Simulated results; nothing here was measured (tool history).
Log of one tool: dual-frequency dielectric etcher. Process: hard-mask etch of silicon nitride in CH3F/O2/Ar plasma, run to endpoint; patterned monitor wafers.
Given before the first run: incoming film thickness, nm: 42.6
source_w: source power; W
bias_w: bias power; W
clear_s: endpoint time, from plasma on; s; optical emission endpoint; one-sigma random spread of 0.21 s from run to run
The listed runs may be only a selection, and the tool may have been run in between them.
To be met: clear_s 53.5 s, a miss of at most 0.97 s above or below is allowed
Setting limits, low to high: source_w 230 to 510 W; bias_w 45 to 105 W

| run | hour | source_w | bias_w | clear_s |
|---|---|---|---|---|
| 1 | 0 | 370 | 75 | 59.603 |
| 2 | 5.4 | 370 | 67 | 61.848 |
| 3 | 12 | 330 | 67 | 63.762 |
| 4 | 14.6 | 380 | 67 | 61.229 |
| 5 | 17.8 | 350 | 67 | 62.932 |
| 6 | 22.8 | 370 | 68 | 61.387 |
| 7 | 23.4 | 390 | 69 | 60.282 |
| 8 | 32.3 | 400 | 70 | 59.74 |
| 9 | 34.8 | 410 | 72 | 58.431 |
| 10 | 35.4 | 420 | 73 | 57.751 |
| 11 | 40.8 | 430 | 74 | 56.839 |

Of the 4 settings listed for the next run, only one would bring every result within its allowed miss of target. Which one?
| A | 46.2 | 510 | 85 | ? |
| B | 46.2 | 380 | 58 | ? |
| C | 46.2 | 490 | 95 | ? |
| D | 46.2 | 410 | 102 | ? |

| move | clear_s |
|---|---|
| A | 52.132 |
| B | 63.266 |
| C | 51.399 |
| D | 53.703 |
A: the result that was furthest off in the last run now lies on the other side of its target
B: its largest miss is bigger than the last run's
C: the result that was furthest off in the last run now lies on the other side of its target
D: meets every target
D is the move that brings every result within its allowed miss.
